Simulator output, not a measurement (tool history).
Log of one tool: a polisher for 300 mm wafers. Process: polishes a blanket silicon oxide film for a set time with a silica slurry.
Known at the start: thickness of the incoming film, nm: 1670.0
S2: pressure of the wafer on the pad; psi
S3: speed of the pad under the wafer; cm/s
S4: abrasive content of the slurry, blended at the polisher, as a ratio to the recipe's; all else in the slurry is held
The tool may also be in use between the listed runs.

{"run": 1, "hour": 0.0, "flow of slurry (ml/min)": 255, "S2": 4.9, "S3": 146, "S4": 1.0, "polishing time (s)": 48, "film removed (Å)": 2661.2}
{"run": 2, "hour": 3.4, "flow of slurry (ml/min)": 275, "S2": 4.9, "S3": 146, "S4": 1.0, "polishing time (s)": 48, "film removed (Å)": 2609.1}
{"run": 3, "hour": 7.8, "flow of slurry (ml/min)": 250, "S2": 4.9, "S3": 146, "S4": 1.0, "polishing time (s)": 48, "film removed (Å)": 2575.1}
{"run": 4, "hour": 14.9, "flow of slurry (ml/min)": 250, "S2": 4.9, "S3": 122, "S4": 1.0, "polishing time (s)": 48, "film removed (Å)": 2213.1}
{"run": 5, "hour": 19.4, "flow of slurry (ml/min)": 250, "S2": 4.9, "S3": 122, "S4": 0.9, "polishing time (s)": 48, "film removed (Å)": 2135.2}
{"run": 6, "hour": 25.1, "flow of slurry (ml/min)": 250, "S2": 4.9, "S3": 122, "S4": 1.1, "polishing time (s)": 48, "film removed (Å)": 2386.3}
{"run": 7, "hour": 31.2, "flow of slurry (ml/min)": 250, "S2": 5.4, "S3": 124, "S4": 1.1, "polishing time (s)": 48, "film removed (Å)": 2576.6}

Run 8 comes next. What will it give?
{"run": 8, "hour": 32.3, "flow of slurry (ml/min)": 250, "S2": 5.9, "S3": 126, "S4": 1.1, "polishing time (s)": 48, "film removed (Å)": "?"}

{"run 8": {"film removed (Å)": 2863.3}}

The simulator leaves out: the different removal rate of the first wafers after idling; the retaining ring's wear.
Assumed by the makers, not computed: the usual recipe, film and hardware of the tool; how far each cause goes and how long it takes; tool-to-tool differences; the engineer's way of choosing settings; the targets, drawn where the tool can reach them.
